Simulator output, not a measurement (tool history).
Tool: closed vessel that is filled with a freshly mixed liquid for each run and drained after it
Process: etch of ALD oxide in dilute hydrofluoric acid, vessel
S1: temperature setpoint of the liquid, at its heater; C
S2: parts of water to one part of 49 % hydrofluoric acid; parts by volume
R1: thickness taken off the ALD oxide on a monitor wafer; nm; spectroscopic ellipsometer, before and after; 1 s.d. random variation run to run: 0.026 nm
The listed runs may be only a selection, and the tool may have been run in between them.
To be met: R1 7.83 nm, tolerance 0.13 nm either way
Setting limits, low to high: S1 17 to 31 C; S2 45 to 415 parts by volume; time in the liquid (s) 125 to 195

Run 1, day 0: S1 23 C, S2 230 parts by volume, time in the liquid (s) 195. Result: R1 10.09 nm.
Run 2, day 0.304: S1 23 C, S2 230 parts by volume, time in the liquid (s) 195. Result: R1 10.014 nm.
Run 3, day 0.388: S1 23 C, S2 155 parts by volume, time in the liquid (s) 195. Result: R1 16.353 nm.
Run 4, day 0.558: S1 21.5 C, S2 180 parts by volume, time in the liquid (s) 195. Result: R1 12.835 nm.
Run 5, day 0.742: S1 20.5 C, S2 195 parts by volume, time in the liquid (s) 195. Result: R1 11.284 nm.
Run 6, day 0.775: S1 20.5 C, S2 160 parts by volume, time in the liquid (s) 195. Result: R1 14.193 nm.
Run 7, day 1.138: S1 19.5 C, S2 180 parts by volume, time in the liquid (s) 195. Result: R1 11.842 nm.
Run 8, day 1.192: S1 19 C, S2 195 parts by volume, time in the liquid (s) 195. Result: R1 10.604 nm.
Run 9, day 1.354: S1 18.5 C, S2 205 parts by volume, time in the liquid (s) 195. Result: R1 9.8041 nm.
Run 10, day 1.562: S1 18 C, S2 210 parts by volume, time in the liquid (s) 195. Result: R1 9.3328 nm.
Run 11, day 1.679: S1 17.5 C, S2 215 parts by volume, time in the liquid (s) 195. Result: R1 8.8403 nm.
Run 12, day 2.021: S1 17.5 C, S2 220 parts by volume, time in the liquid (s) 195. Result: R1 8.6323 nm.
Run 13, day 2.083: S1 17.5 C, S2 225 parts by volume, time in the liquid (s) 195. Result: R1 8.4111 nm.
Run 14, day 2.192: S1 17 C, S2 230 parts by volume, time in the liquid (s) 195. Result: R1 8.0307 nm.

Next run, 4 choices. One meets every target within its allowed miss, the rest don't. Which?
Run A, day 2.3: S1 17.5 C, S2 225 parts by volume, time in the liquid (s) 190. Result: R1 ?.
Run B, day 2.3: S1 17.5 C, S2 155 parts by volume, time in the liquid (s) 125. Result: R1 ?.
Run C, day 2.3: S1 17.5 C, S2 240 parts by volume, time in the liquid (s) 195. Result: R1 ?.
Run D, day 2.3: S1 17.5 C, S2 230 parts by volume, time in the liquid (s) 195. Result: R1 ?.

move      R1
   A  8.2357
   B  8.3984
   C  7.8183
   D  8.2315
A: the biggest miss grows against the last run
B: the biggest miss grows against the last run
C: hits every target within its allowed miss
D: the biggest miss grows against the last run
The right move is C.
